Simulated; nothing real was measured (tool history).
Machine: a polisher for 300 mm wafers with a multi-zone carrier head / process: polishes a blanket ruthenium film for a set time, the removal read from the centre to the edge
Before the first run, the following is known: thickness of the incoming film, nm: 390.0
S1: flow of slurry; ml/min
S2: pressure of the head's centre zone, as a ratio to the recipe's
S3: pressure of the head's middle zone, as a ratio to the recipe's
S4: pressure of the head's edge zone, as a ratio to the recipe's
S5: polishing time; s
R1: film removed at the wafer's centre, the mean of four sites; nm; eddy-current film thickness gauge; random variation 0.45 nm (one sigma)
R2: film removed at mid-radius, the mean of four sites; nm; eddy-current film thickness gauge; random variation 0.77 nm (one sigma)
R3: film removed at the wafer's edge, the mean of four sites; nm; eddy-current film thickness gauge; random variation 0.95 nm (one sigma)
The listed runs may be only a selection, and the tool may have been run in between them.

run 1 hour=0 | S1=220 S2=1 S3=1 S4=1 S5=60 | R1=91.191 R2=90.388 R3=89.639
run 2 hour=6.4 | S1=275 S2=1 S3=1 S4=1 S5=60 | R1=94.104 R2=92.27 R3=92.518
run 3 hour=10.7 | S1=275 S2=1.01 S3=0.96 S4=0.99 S5=56 | R1=89.483 R2=82.695 R3=84.898
run 4 hour=11.7 | S1=275 S2=1.01 S3=0.96 S4=0.99 S5=50 | R1=78.055 R2=73.224 R3=76.646
run 5 hour=17.9 | S1=235 S2=1.01 S3=0.96 S4=0.99 S5=50 | R1=77.459 R2=72.051 R3=76.097
run 6 hour=18.9 | S1=235 S2=1.01 S3=0.96 S4=1.05 S5=50 | R1=77.176 R2=71.419 R3=76.537

The next listed run, before its measurement:
run 7 hour=20.1 | S1=210 S2=1.07 S3=0.86 S4=0.99 S5=39 | R1=? R2=? R3=?

R1: 60.971 nm
R2: 49.919 nm
R3: 57.059 nm
